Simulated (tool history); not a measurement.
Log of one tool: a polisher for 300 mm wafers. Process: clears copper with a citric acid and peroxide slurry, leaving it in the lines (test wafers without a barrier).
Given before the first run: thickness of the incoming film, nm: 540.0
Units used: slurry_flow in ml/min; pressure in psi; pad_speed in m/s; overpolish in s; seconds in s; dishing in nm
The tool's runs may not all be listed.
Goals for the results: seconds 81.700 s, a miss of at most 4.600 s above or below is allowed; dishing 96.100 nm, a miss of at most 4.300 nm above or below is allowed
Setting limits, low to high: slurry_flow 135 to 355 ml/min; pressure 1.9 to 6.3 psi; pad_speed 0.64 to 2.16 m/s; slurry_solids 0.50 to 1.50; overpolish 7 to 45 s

run,hour,slurry_flow,pressure,pad_speed,slurry_solids,overpolish,seconds,dishing
1,0.0,225,4.1,1.40,1.00,23,150.580,47.834
2,0.9,225,4.1,1.40,1.00,31,147.290,61.537
3,8.0,225,4.5,1.42,1.00,30,133.080,66.646
4,10.9,225,4.5,1.74,1.00,30,108.900,74.894
5,15.8,225,4.5,2.08,1.00,30,91.681,86.523
6,22.4,225,4.5,2.08,1.00,39,91.742,100.890
7,27.6,225,4.6,2.10,1.00,38,86.305,105.090
8,34.9,225,4.6,2.10,1.00,37,88.508,103.150
9,43.7,225,4.6,2.12,1.00,36,85.883,99.936
10,48.4,225,4.6,2.12,1.00,35,90.019,102.330
11,52.2,230,4.7,2.12,1.00,33,86.829,95.774

Which single option among these 4 for the next run brings every result within its allowed miss of target? Just one does.
A,56.0,210,4.3,2.04,1.00,39,?,?
B,56.0,265,6.3,1.50,0.80,37,?,?
C,56.0,215,4.8,2.16,1.05,30,?,?
D,56.0,225,4.6,1.92,1.10,35,?,?

move,seconds,dishing
A,98.046,100.110
B,95.982,101.540
C,81.768,95.653
D,93.835,96.413
A: further off than the last run
B: further off than the last run
C: all results in spec
D: further off than the last run
C is the move that brings every result within its allowed miss.
